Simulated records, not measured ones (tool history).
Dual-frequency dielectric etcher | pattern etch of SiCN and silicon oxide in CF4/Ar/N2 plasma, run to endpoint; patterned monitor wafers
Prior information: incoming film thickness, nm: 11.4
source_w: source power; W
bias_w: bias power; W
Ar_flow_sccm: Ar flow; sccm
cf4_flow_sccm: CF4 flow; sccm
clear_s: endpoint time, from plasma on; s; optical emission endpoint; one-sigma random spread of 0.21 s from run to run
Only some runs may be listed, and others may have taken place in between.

run 1 hour=0 | source_w=370 bias_w=89 Ar_flow_sccm=121 cf4_flow_sccm=63 | clear_s=15.7
run 2 hour=2.8 | source_w=330 bias_w=83 Ar_flow_sccm=124 cf4_flow_sccm=61 | clear_s=18.443
run 3 hour=9.4 | source_w=330 bias_w=83 Ar_flow_sccm=124 cf4_flow_sccm=71 | clear_s=18.228
run 4 hour=11.6 | source_w=310 bias_w=82 Ar_flow_sccm=125 cf4_flow_sccm=71 | clear_s=19.494
run 5 hour=13.3 | source_w=290 bias_w=81 Ar_flow_sccm=125 cf4_flow_sccm=71 | clear_s=21.179
run 6 hour=17.9 | source_w=230 bias_w=81 Ar_flow_sccm=125 cf4_flow_sccm=71 | clear_s=28.409
run 7 hour=19.2 | source_w=240 bias_w=81 Ar_flow_sccm=125 cf4_flow_sccm=71 | clear_s=27.021
run 8 hour=21.2 | source_w=240 bias_w=81 Ar_flow_sccm=125 cf4_flow_sccm=71 | clear_s=26.656

Forecast run 9:
run 9 hour=29.1 | source_w=250 bias_w=81 Ar_flow_sccm=125 cf4_flow_sccm=71 | clear_s=?

Run 9 measured clear_s 25.469 s.

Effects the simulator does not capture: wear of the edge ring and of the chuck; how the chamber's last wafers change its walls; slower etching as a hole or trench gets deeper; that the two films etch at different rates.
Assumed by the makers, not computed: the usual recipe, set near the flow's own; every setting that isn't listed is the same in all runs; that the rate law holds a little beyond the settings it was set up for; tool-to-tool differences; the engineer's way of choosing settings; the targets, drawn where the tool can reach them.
